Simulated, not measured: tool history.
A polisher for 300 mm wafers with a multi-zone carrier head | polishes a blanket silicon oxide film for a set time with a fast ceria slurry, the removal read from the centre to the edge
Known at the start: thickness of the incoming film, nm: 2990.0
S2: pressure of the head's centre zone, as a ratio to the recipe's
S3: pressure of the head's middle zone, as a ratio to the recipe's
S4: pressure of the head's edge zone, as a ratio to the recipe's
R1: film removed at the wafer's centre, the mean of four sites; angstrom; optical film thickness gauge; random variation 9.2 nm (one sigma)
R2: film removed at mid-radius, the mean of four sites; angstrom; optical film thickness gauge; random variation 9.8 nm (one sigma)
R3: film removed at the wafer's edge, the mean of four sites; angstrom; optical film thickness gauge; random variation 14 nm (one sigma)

{"run": 1, "hour": 0.0, "flow of slurry (ml/min)": 130, "S2": 1.0, "S3": 1.0, "S4": 1.0, "polishing time (s)": 79, "R1": 9054.2, "R2": 8888.3, "R3": 8773.2}
{"run": 2, "hour": 1.3, "flow of slurry (ml/min)": 130, "S2": 1.0, "S3": 1.0, "S4": 1.08, "polishing time (s)": 79, "R1": 8861.8, "R2": 8886.9, "R3": 9182.5}
{"run": 3, "hour": 3.1, "flow of slurry (ml/min)": 130, "S2": 0.94, "S3": 1.0, "S4": 1.08, "polishing time (s)": 79, "R1": 8384.6, "R2": 8997.3, "R3": 9203.4}
{"run": 4, "hour": 4.4, "flow of slurry (ml/min)": 125, "S2": 0.93, "S3": 0.99, "S4": 1.09, "polishing time (s)": 79, "R1": 8343.1, "R2": 8843.9, "R3": 9263.0}
{"run": 5, "hour": 10.3, "flow of slurry (ml/min)": 120, "S2": 0.91, "S3": 0.98, "S4": 1.1, "polishing time (s)": 79, "R1": 7935.3, "R2": 8675.3, "R3": 8919.2}
{"run": 6, "hour": 12.2, "flow of slurry (ml/min)": 150, "S2": 0.91, "S3": 0.98, "S4": 1.1, "polishing time (s)": 79, "R1": 8422.8, "R2": 8877.0, "R3": 9375.1}
{"run": 7, "hour": 14.3, "flow of slurry (ml/min)": 145, "S2": 0.9, "S3": 0.97, "S4": 1.11, "polishing time (s)": 79, "R1": 8413.2, "R2": 8757.6, "R3": 9524.4}
{"run": 8, "hour": 17.2, "flow of slurry (ml/min)": 140, "S2": 0.89, "S3": 0.96, "S4": 1.12, "polishing time (s)": 79, "R1": 8154.2, "R2": 8944.8, "R3": 9185.0}
{"run": 9, "hour": 18.1, "flow of slurry (ml/min)": 145, "S2": 0.89, "S3": 0.98, "S4": 1.14, "polishing time (s)": 76, "R1": 7893.4, "R2": 8754.7, "R3": 9304.9}

Forecast run 10:
{"run": 10, "hour": 20.9, "flow of slurry (ml/min)": 145, "S2": 0.88, "S3": 0.96, "S4": 1.15, "polishing time (s)": 76, "R1": "?", "R2": "?", "R3": "?"}

{"run 10": {"R1": 7624.4, "R2": 8421.1, "R3": 9342.8}}
